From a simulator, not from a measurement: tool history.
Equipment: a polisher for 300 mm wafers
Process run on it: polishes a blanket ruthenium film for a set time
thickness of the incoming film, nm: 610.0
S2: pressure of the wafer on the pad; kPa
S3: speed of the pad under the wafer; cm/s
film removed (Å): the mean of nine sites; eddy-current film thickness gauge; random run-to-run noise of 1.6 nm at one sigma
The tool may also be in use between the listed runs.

Run 1, hour 0: flow of slurry (ml/min) 305, S2 11.7 kPa, S3 108 cm/s, polishing time (s) 90. Result: film removed (Å) 766.16.
Run 2, hour 6: flow of slurry (ml/min) 305, S2 14.5 kPa, S3 108 cm/s, polishing time (s) 90. Result: film removed (Å) 903.94.
Run 3, hour 9.6: flow of slurry (ml/min) 305, S2 14.5 kPa, S3 132 cm/s, polishing time (s) 90. Result: film removed (Å) 1111.3.
Run 4, hour 15: flow of slurry (ml/min) 305, S2 15.2 kPa, S3 132 cm/s, polishing time (s) 90. Result: film removed (Å) 1157.8.
Run 5, hour 16.7: flow of slurry (ml/min) 305, S2 12.4 kPa, S3 132 cm/s, polishing time (s) 90. Result: film removed (Å) 960.55.
Run 6, hour 21.8: flow of slurry (ml/min) 305, S2 13.8 kPa, S3 134 cm/s, polishing time (s) 90. Result: film removed (Å) 1095.1.

Estimate the outcome of run 7 from the log above:
Run 7, hour 29: flow of slurry (ml/min) 305, S2 14.5 kPa, S3 134 cm/s, polishing time (s) 90. Result: film removed (Å) ?.

{"run 7": {"film removed (Å)": 1134}}

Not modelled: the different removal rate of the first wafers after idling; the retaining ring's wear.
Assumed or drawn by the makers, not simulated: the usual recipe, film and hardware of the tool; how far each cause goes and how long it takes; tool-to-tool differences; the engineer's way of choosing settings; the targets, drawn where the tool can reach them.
